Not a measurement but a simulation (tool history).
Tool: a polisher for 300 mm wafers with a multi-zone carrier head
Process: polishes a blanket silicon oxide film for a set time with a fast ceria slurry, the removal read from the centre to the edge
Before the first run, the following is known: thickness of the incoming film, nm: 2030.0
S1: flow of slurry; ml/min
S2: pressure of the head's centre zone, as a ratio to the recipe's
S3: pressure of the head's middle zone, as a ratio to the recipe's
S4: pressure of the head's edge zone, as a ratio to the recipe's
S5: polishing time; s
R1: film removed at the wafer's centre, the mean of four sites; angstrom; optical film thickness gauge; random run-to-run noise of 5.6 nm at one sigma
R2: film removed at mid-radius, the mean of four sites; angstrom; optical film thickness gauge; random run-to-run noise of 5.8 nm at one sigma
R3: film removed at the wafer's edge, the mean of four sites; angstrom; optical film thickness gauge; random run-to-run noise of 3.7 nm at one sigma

run 1 day=0 | S1=135 S2=1 S3=1 S4=1 S5=33 | R1=6473.2 R2=6290.1 R3=6395.4
run 2 day=0.038 | S1=135 S2=1 S3=1 S4=1 S5=26 | R1=4972 R2=4863.4 R3=4844.2
run 3 day=0.212 | S1=130 S2=0.98 S3=0.99 S4=0.97 S5=25 | R1=4736.1 R2=4766.3 R3=4641
run 4 day=0.312 | S1=125 S2=0.97 S3=0.98 S4=0.96 S5=24 | R1=4366.1 R2=4345 R3=4438.9
run 5 day=0.546 | S1=105 S2=0.97 S3=0.98 S4=0.96 S5=24 | R1=4352.3 R2=4243.5 R3=4318.6
run 6 day=0.596 | S1=105 S2=0.97 S3=0.98 S4=0.96 S5=27 | R1=4729.6 R2=4624.5 R3=4956.9

What does the tool deliver on the next run?
run 7 day=0.679 | S1=110 S2=0.96 S3=0.99 S4=0.95 S5=25 | R1=? R2=? R3=?

{"run 7": {"R1": 4564.3, "R2": 4507, "R3": 4603.1}}
